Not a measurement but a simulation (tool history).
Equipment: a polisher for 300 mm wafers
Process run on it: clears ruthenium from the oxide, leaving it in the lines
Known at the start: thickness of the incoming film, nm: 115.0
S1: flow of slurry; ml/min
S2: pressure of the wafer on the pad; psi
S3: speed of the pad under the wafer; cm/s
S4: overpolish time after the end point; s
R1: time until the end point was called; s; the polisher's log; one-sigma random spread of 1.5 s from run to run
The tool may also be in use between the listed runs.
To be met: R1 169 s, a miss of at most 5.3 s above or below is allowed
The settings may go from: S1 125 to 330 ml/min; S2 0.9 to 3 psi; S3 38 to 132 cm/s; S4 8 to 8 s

run  hour   S1   S2  S3  S4      R1
  1     0  210  1.9  84   8     112
  2   5.7  205  1.7  84   8  125.77
  3   9.8  205    2  84   8  108.14
  4  11.7  205    2  84   8     106
  5  19.5  205  1.8  84   8  119.97
  6    25  205  1.8  84   8  119.56
  7  25.5  200  1.6  84   8  133.28
  8  33.4  195  1.5  84   8  143.04
  9  34.9  190  1.4  84   8  152.81
 10  40.3  180  1.4  84   8  155.92

Pick the move, out of 4, that brings all results within their allowed miss; only one does.
  A  45.7  200  1.7  78   8   ?
  B  45.7  220    2  56   8   ?
  C  45.7  210  1.8  66   8   ?
  D  45.7  225  1.6  66   8   ?

move      R1
   A  135.67
   B  157.84
   C  150.05
   D  166.96
A: the biggest miss grows against the last run
B: nearer than the last run, and not there yet
C: the biggest miss grows against the last run
D: every result within its allowed miss
The right move is D.

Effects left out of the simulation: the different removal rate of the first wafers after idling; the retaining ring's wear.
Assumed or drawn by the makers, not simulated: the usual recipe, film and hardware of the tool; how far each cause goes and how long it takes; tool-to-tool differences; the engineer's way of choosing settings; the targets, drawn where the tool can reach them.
